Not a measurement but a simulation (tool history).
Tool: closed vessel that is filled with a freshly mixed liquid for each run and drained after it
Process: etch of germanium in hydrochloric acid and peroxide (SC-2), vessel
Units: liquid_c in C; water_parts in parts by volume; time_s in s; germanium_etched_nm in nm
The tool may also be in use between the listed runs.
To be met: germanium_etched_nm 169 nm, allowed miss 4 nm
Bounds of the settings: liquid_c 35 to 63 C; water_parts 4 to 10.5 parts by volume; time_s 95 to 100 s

run 1 hour=0 | liquid_c=47 water_parts=5.5 time_s=95 | germanium_etched_nm=236.24
run 2 hour=2.7 | liquid_c=45 water_parts=5.5 time_s=95 | germanium_etched_nm=219.73
run 3 hour=9.2 | liquid_c=43.5 water_parts=5.5 time_s=95 | germanium_etched_nm=207.32
run 4 hour=12.4 | liquid_c=39.5 water_parts=5.5 time_s=95 | germanium_etched_nm=182.14
run 5 hour=15.8 | liquid_c=39 water_parts=5.5 time_s=95 | germanium_etched_nm=180.51
run 6 hour=19.2 | liquid_c=35 water_parts=5.5 time_s=95 | germanium_etched_nm=155.19
run 7 hour=21.5 | liquid_c=35.5 water_parts=5.5 time_s=95 | germanium_etched_nm=159.02
run 8 hour=28.9 | liquid_c=36 water_parts=5.5 time_s=95 | germanium_etched_nm=162.04
run 9 hour=33.1 | liquid_c=36.5 water_parts=5.5 time_s=95 | germanium_etched_nm=163.62

Which of these 4 next moves meets every target?
run A hour=37.3 | liquid_c=37.5 water_parts=4.5 time_s=95 | germanium_etched_nm=?
run B hour=37.3 | liquid_c=35 water_parts=5.5 time_s=95 | germanium_etched_nm=?
run C hour=37.3 | liquid_c=35 water_parts=6 time_s=95 | germanium_etched_nm=?
run D hour=37.3 | liquid_c=35 water_parts=5 time_s=95 | germanium_etched_nm=?

move=A germanium_etched_nm=169.14
move=B germanium_etched_nm=154.51
move=C germanium_etched_nm=154.19
move=D germanium_etched_nm=154.76
A: meets every target
B: further off than the last run
C: further off than the last run
D: further off than the last run
Answer: A
